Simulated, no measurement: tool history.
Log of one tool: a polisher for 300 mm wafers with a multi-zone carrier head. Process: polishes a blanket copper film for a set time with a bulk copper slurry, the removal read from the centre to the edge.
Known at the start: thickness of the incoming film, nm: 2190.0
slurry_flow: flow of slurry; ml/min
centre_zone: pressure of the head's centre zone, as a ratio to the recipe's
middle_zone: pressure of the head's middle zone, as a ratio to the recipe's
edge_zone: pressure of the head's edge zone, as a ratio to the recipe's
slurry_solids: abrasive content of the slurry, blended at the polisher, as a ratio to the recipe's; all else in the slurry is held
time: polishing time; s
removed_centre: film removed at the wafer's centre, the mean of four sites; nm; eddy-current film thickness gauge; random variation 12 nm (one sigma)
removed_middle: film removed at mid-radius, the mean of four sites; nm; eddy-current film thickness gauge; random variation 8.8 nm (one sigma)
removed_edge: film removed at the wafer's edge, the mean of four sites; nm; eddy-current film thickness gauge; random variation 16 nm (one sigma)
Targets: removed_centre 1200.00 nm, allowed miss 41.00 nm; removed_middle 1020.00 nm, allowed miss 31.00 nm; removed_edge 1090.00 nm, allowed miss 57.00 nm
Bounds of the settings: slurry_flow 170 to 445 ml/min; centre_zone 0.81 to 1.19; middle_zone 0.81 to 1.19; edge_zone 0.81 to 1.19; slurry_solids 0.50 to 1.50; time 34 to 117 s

run	hour	slurry_flow	centre_zone	middle_zone	edge_zone	slurry_solids	time	removed_centre	removed_middle	removed_edge
1	0.0	285	1.00	1.00	1.00	1.00	75	729.20	717.73	695.10
2	2.8	290	1.03	1.00	1.03	1.10	79	803.56	769.08	772.83
3	10.9	290	1.08	1.00	1.03	1.10	79	861.85	770.48	779.06
4	12.7	295	1.10	1.02	1.06	1.20	81	896.37	811.55	802.35
5	21.5	295	1.10	1.02	1.06	1.20	89	998.15	891.81	898.74
6	27.4	295	1.11	1.02	1.08	1.25	91	1027.30	919.82	924.21
7	29.6	300	1.12	1.01	1.10	1.30	93	1052.70	939.54	948.41
8	35.7	295	1.13	1.00	1.11	1.30	95	1112.30	935.14	972.18
9	42.1	295	1.13	1.00	1.12	1.35	97	1115.40	982.66	1010.70

Which of these 4 next moves meets every target?
A	48.5	285	1.13	1.00	1.16	1.35	103	?	?	?
B	48.5	275	1.13	1.16	1.17	1.50	87	?	?	?
C	48.5	330	1.18	1.16	1.00	1.50	94	?	?	?
D	48.5	295	1.18	1.14	1.02	1.45	96	?	?	?

move	removed_centre	removed_middle	removed_edge
A	1189.40	1028.80	1091.60
B	1020.20	1000.90	938.61
C	1174.70	1101.30	950.43
D	1178.30	1089.50	966.39
A: meets every target
B: further off than the last run
C: brings the result that was furthest off to its target, and leaves another outside
D: brings the result that was furthest off to its target, and leaves another outside
Answer: A

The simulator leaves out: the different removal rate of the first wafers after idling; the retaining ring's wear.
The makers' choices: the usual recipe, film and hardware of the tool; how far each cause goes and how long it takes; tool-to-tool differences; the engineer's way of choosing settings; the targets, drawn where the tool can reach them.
